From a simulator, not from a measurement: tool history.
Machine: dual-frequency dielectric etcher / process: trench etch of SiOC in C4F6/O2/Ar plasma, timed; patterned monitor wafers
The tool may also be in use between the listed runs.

run	hour	source power (W)	bias power (W)	etch time (s)	mean etch depth across the wafer (Å)
1	0	470	145	16.5	359.68
2	6.9	470	145	16.5	361.35
3	8.6	500	148	16.5	370.82
4	11.4	500	169	16.5	382.02
5	19.4	420	169	16.5	360.46
6	20.5	460	169	16.5	372.64
7	21.4	480	172	16.5	379.65
8	29.6	500	174	16.5	383.79
9	34.5	520	177	16.5	392.85
10	42	530	179	16.5	397.35

What does the tool deliver on the next run?
11	46.5	530	179	16.5	?

mean etch depth across the wafer (Å): 397.82
